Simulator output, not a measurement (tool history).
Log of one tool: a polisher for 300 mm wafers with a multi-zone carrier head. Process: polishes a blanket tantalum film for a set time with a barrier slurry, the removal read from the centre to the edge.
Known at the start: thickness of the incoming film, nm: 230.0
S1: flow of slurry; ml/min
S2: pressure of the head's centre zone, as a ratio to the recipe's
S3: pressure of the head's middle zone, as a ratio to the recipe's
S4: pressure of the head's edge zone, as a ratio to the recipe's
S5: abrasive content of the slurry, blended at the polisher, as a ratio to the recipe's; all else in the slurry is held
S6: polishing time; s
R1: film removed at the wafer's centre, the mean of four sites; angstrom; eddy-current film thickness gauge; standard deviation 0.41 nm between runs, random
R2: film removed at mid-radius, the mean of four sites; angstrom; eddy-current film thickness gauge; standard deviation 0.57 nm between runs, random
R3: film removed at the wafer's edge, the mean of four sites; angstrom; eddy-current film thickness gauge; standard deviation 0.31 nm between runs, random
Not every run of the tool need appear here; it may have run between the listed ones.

run    day   S1    S2    S3    S4    S5  S6      R1      R2      R3
  1      0  255     1     1     1     1  42  773.05   775.8  794.13
  2  0.354  255     1  0.99  0.98  0.95  40  736.15  763.95  740.67
  3  0.608  255     1  0.99  0.91  0.95  40  732.92  739.56  722.01
  4  0.733  255     1  1.04  0.91  0.95  40  747.71  778.15  723.05
  5  0.812  255     1  1.07  0.91  0.95  40  741.09  799.21  721.79
  6  1.058  255     1     1  0.91  0.95  40   727.5  753.53  717.48
  7  1.133  250  1.01  0.98  0.91   0.9  38  701.89  703.02  668.94
  8  1.188  245  1.01  0.96  0.92  0.85  36  653.76  656.91  630.37
  9  1.262  240  1.01  0.94  0.93   0.8  35  626.96  600.12  606.39
 10  1.317  240  1.01  0.93  0.92  0.75  34  601.49  569.33  573.37
 11  1.683  240  1.01  0.92  0.91   0.7  33  573.29  541.08  552.38
 12  1.888  235  1.01  0.92   0.9  0.65  32  542.33  525.83   521.5
 13  2.167  230  1.01  0.91  0.89  0.65  32  545.15  512.56  516.86
 14  2.483  225  1.01   0.9  0.88  0.65  32  542.55  518.08  507.97
 15  2.517  225  1.01  0.89  0.88  0.65  32  533.48  498.78  515.87
 16  2.888  225  1.01  0.89  0.87  0.65  32  545.77  504.92  511.56

Run 17 has not been measured yet. What should we expect?
 17  3.05  220  1.01  0.88  0.86  0.65  32   ?   ?   ?

For run 17 the tool returned R1 540.47 angstrom, R2 496.2 angstrom, R3 509.7 angstrom.
